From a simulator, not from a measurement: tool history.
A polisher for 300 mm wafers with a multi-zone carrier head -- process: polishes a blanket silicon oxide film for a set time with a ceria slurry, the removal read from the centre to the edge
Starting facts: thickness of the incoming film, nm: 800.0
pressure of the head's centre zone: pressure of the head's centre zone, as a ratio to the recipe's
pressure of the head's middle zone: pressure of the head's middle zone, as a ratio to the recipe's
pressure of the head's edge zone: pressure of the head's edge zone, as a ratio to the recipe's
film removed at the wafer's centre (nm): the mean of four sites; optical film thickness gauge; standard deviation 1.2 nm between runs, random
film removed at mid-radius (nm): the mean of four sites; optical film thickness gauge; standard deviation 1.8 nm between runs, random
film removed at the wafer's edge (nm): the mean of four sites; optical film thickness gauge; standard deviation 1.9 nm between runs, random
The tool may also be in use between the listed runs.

run  hour  flow of slurry (ml/min)  pressure of the head's centre zone  pressure of the head's middle zone  pressure of the head's edge zone  polishing time (s)  film removed at the wafer's centre (nm)  film removed at mid-radius (nm)  film removed at the wafer's edge (nm)
  1   0.0                      275                                1.00                                1.00                              1.00                  38                                   183.49                           182.75                                 183.87
  2   8.5                      275                                1.00                                1.00                              1.04                  38                                   184.58                           184.41                                 190.11
  3  12.7                      275                                1.00                                1.08                              1.04                  38                                   179.87                           190.90                                 187.76
  4  17.8                      215                                1.00                                1.08                              1.04                  38                                   177.99                           188.97                                 187.01
  5  25.4                      220                                0.97                                1.08                              1.00                  35                                   161.36                           174.89                                 171.87
  6  29.3                      220                                1.00                                1.08                              1.00                  35                                   163.77                           175.01                                 170.42
  7  32.6                      225                                0.98                                1.10                              0.97                  33                                   153.22                           166.44                                 156.46
  8  37.0                      225                                0.94                                1.11                              0.95                  32                                   141.66                           158.34                                 152.60

Run 9, settings as shown, results not yet in. Your forecast:
  9  39.7                      225                                0.93                                1.14                              0.92                  32                                        ?                                ?                                      ?

film removed at the wafer's centre (nm): 141.60
film removed at mid-radius (nm): 166.43
film removed at the wafer's edge (nm): 146.08
